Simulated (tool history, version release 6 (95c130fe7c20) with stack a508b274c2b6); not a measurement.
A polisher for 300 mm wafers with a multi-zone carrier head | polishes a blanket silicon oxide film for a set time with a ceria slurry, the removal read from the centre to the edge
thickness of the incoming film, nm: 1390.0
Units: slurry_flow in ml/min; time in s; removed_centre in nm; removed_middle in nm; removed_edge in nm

{"run": 1, "hour": 0.0, "slurry_flow": 195, "centre_zone": 1.0, "middle_zone": 1.0, "edge_zone": 1.0, "time": 64, "removed_centre": 559.23, "removed_middle": 511.32, "removed_edge": 509.62}
{"run": 2, "hour": 2.7, "slurry_flow": 190, "centre_zone": 0.99, "middle_zone": 1.0, "edge_zone": 0.98, "time": 60, "removed_centre": 517.93, "removed_middle": 486.0, "removed_edge": 477.39}
{"run": 3, "hour": 9.3, "slurry_flow": 190, "centre_zone": 0.99, "middle_zone": 1.0, "edge_zone": 0.98, "time": 45, "removed_centre": 387.88, "removed_middle": 359.79, "removed_edge": 354.77}
{"run": 4, "hour": 16.3, "slurry_flow": 190, "centre_zone": 0.99, "middle_zone": 0.96, "edge_zone": 0.98, "time": 45, "removed_centre": 385.32, "removed_middle": 352.31, "removed_edge": 356.13}
{"run": 5, "hour": 20.5, "slurry_flow": 190, "centre_zone": 0.98, "middle_zone": 0.96, "edge_zone": 0.97, "time": 44, "removed_centre": 371.19, "removed_middle": 347.91, "removed_edge": 344.77}
{"run": 6, "hour": 25.2, "slurry_flow": 190, "centre_zone": 0.95, "middle_zone": 0.96, "edge_zone": 0.97, "time": 44, "removed_centre": 364.55, "removed_middle": 345.25, "removed_edge": 350.78}
{"run": 7, "hour": 27.8, "slurry_flow": 185, "centre_zone": 0.95, "middle_zone": 0.96, "edge_zone": 0.96, "time": 43, "removed_centre": 354.1, "removed_middle": 343.59, "removed_edge": 333.93}

Run 8 comes next. What will it give?
{"run": 8, "hour": 29.9, "slurry_flow": 135, "centre_zone": 0.88, "middle_zone": 0.86, "edge_zone": 0.86, "time": 40, "removed_centre": "?", "removed_middle": "?", "removed_edge": "?"}

removed_centre: 285.69 nm
removed_middle: 272.35 nm
removed_edge: 288.79 nm
